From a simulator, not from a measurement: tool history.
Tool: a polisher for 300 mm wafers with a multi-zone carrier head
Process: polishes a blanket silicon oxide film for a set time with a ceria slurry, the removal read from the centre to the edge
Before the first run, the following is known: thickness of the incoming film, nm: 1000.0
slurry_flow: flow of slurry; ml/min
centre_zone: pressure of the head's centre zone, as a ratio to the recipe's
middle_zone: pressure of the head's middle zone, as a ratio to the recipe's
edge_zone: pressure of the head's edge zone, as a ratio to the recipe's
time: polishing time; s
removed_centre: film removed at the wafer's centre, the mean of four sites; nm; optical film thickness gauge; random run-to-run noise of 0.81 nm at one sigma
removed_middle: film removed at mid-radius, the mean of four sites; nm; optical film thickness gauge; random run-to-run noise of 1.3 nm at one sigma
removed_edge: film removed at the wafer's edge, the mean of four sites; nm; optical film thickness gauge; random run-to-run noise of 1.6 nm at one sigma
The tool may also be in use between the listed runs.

run	hour	slurry_flow	centre_zone	middle_zone	edge_zone	time	removed_centre	removed_middle	removed_edge
1	0.0	225	1.00	1.00	1.00	34	177.25	173.21	187.44
2	6.5	220	0.97	0.99	0.95	29	144.36	146.11	151.39
3	13.7	220	0.97	0.99	0.95	25	123.78	122.86	130.35
4	19.1	220	0.97	0.99	0.99	25	124.26	123.86	129.31
5	25.4	185	0.97	0.99	0.99	25	122.07	123.90	128.26
6	27.4	185	0.97	0.99	0.92	25	122.21	121.45	127.27
7	33.2	180	0.95	0.99	0.91	24	113.11	115.69	115.73
8	40.2	175	0.93	0.98	0.94	24	109.39	116.21	118.66
9	44.4	170	0.92	0.97	0.93	24	107.81	117.22	118.01

The next listed run, before its measurement:
10	48.4	170	0.92	0.97	0.93	24	?	?	?

removed_centre: 106.72 nm
removed_middle: 112.23 nm
removed_edge: 121.15 nm
